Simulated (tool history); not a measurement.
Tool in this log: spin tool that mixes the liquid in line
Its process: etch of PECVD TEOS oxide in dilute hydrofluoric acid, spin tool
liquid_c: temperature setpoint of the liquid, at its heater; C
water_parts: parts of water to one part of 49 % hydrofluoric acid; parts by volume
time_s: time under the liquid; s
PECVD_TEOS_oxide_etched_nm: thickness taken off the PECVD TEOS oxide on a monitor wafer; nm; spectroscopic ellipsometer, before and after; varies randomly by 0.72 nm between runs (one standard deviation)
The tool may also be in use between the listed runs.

| run | hour | liquid_c | water_parts | time_s | PECVD_TEOS_oxide_etched_nm |
|---|---|---|---|---|---|
| 1 | 0 | 21 | 45 | 250 | 51.665 |
| 2 | 7.7 | 21 | 45 | 265 | 54.11 |
| 3 | 15 | 22.5 | 40 | 265 | 64.861 |
| 4 | 20.2 | 23.5 | 35 | 265 | 77.621 |
| 5 | 23.5 | 23.5 | 25 | 265 | 110.23 |
| 6 | 32.1 | 23.5 | 25 | 250 | 103.42 |

For run 7, what comes out?
| 7 | 34.1 | 24 | 25 | 250 | ? |

{"run 7": {"PECVD_TEOS_oxide_etched_nm": 106.27}}
